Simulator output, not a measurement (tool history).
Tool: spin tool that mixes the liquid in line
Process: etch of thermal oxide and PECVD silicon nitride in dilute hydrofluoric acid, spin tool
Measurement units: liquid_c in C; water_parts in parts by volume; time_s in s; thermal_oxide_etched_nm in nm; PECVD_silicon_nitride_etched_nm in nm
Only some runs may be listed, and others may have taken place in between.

| run | hour | liquid_c | water_parts | time_s | thermal_oxide_etched_nm | PECVD_silicon_nitride_etched_nm |
|---|---|---|---|---|---|---|
| 1 | 0.0 | 23.0 | 70 | 145 | 10.4420 | 3.37240 |
| 2 | 6.2 | 23.5 | 80 | 135 | 8.5573 | 2.84900 |
| 3 | 8.6 | 24.0 | 90 | 125 | 7.1340 | 2.47400 |
| 4 | 11.7 | 21.5 | 90 | 125 | 6.4080 | 2.03580 |
| 5 | 14.8 | 21.5 | 105 | 125 | 5.3984 | 1.77360 |
| 6 | 19.3 | 21.5 | 125 | 125 | 4.4538 | 1.50930 |

Predict the results of run 7:
| 7 | 27.8 | 25.5 | 125 | 55 | ? | ? |

thermal_oxide_etched_nm: 2.2801 nm
PECVD_silicon_nitride_etched_nm: 0.84869 nm

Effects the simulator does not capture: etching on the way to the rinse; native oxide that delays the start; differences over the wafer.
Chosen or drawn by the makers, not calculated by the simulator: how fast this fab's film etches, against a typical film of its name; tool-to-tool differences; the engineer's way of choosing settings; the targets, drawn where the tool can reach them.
